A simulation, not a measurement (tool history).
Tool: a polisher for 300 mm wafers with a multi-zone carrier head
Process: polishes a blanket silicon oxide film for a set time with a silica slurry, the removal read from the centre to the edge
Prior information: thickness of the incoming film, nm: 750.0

run,hour,flow of slurry (ml/min),pressure of the head's centre zone,pressure of the head's middle zone,pressure of the head's edge zone,abrasive content of the slurry,polishing time (s),film removed at the wafer's centre (nm),film removed at mid-radius (nm),film removed at the wafer's edge (nm)
1,0,205,1,1,1,1,59,287.79,279.41,283.48
2,8.2,200,0.99,0.98,0.95,0.85,54,240.08,230.94,229.44
3,9.8,190,0.97,0.95,0.91,0.75,52,208.13,201.77,203.51
4,12.5,190,0.97,0.95,0.95,0.75,52,205.76,202.21,205.13
5,18.3,190,0.97,0.95,0.95,0.6,52,180.75,174.29,177.23
6,25.6,185,0.98,0.95,0.94,0.55,52,167.25,163.08,164.76

For run 7, what comes out?
7,33,180,1,0.95,0.93,0.55,52,?,?,?

film removed at the wafer's centre (nm): 173.06
film removed at mid-radius (nm): 159.9
film removed at the wafer's edge (nm): 165.54
